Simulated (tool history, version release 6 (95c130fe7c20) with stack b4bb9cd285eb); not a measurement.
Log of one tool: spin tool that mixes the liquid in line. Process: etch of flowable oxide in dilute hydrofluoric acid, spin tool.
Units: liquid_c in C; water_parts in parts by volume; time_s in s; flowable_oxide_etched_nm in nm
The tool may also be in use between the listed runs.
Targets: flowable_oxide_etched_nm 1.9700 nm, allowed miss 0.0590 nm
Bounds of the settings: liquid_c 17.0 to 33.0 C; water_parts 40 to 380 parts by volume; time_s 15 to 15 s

| run | hour | liquid_c | water_parts | time_s | flowable_oxide_etched_nm |
|---|---|---|---|---|---|
| 1 | 0.0 | 25.0 | 210 | 15 | 2.8816 |
| 2 | 7.8 | 23.5 | 215 | 15 | 2.6395 |
| 3 | 15.6 | 23.5 | 215 | 15 | 2.6888 |
| 4 | 23.2 | 23.5 | 140 | 15 | 4.4392 |
| 5 | 32.0 | 25.5 | 140 | 15 | 4.8085 |
| 6 | 35.0 | 25.5 | 70 | 15 | 10.4330 |
| 7 | 42.2 | 24.0 | 95 | 15 | 6.9813 |
| 8 | 44.9 | 22.5 | 115 | 15 | 5.3303 |
| 9 | 53.6 | 21.5 | 130 | 15 | 4.4480 |
| 10 | 55.2 | 20.5 | 145 | 15 | 3.7982 |
| 11 | 61.3 | 20.0 | 155 | 15 | 3.4458 |
| 12 | 69.4 | 19.5 | 165 | 15 | 3.1541 |
| 13 | 72.3 | 19.0 | 175 | 15 | 2.8896 |
| 14 | 79.8 | 18.5 | 185 | 15 | 2.6404 |
| 15 | 85.7 | 18.0 | 190 | 15 | 2.5015 |
| 16 | 93.2 | 18.0 | 190 | 15 | 2.5168 |
| 17 | 93.8 | 17.0 | 235 | 15 | 1.8794 |
| 18 | 100.0 | 17.5 | 235 | 15 | 1.9088 |

4 next moves are on the table. One of them brings every result within its allowed miss. Which?
| A | 106.2 | 17.5 | 215 | 15 | ? |
| B | 106.2 | 18.0 | 215 | 15 | ? |
| C | 106.2 | 17.0 | 245 | 15 | ? |
| D | 106.2 | 22.0 | 260 | 15 | ? |

| move | flowable_oxide_etched_nm |
|---|---|
| A | 2.1201 |
| B | 2.1621 |
| C | 1.7761 |
| D | 1.9930 |
A: takes the result that was furthest off past its target
B: takes the result that was furthest off past its target
C: further off than the last run
D: meets every target
Answer: D
